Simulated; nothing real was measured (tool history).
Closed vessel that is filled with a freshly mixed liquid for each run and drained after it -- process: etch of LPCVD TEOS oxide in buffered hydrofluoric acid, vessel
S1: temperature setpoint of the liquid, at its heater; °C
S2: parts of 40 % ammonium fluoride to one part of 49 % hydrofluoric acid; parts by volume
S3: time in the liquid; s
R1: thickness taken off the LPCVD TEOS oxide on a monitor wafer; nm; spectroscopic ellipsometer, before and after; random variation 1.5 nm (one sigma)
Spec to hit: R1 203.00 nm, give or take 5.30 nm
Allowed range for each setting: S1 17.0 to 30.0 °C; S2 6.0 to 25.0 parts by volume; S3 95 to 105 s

run	day	S1	S2	S3	R1
1	0.000	22.0	15.5	95	308.55
2	0.071	22.0	12.0	95	396.68
3	0.325	20.5	14.0	95	316.81
4	0.617	20.5	14.0	95	311.93
5	0.904	23.0	14.0	95	363.66
6	1.125	21.0	15.0	95	304.94
7	1.275	19.5	16.0	95	257.09
8	1.550	19.5	16.0	95	263.09
9	1.929	18.5	16.5	95	239.62
10	2.017	18.0	17.0	95	225.94
11	2.125	17.5	17.5	95	211.54

Which of these 5 next moves meets every target?
A	2.233	17.0	20.0	105	?
B	2.233	17.0	18.0	100	?
C	2.233	20.5	21.0	95	?
D	2.233	17.0	17.5	100	?
E	2.233	18.0	18.5	100	?

move	R1
A	201.26
B	212.73
C	214.66
D	218.73
E	219.20
A: all results land within tolerance of their targets
B: lands further from the targets than the last run did
C: lands further from the targets than the last run did
D: lands further from the targets than the last run did
E: lands further from the targets than the last run did
So the answer is move A, the one that meets all the targets.
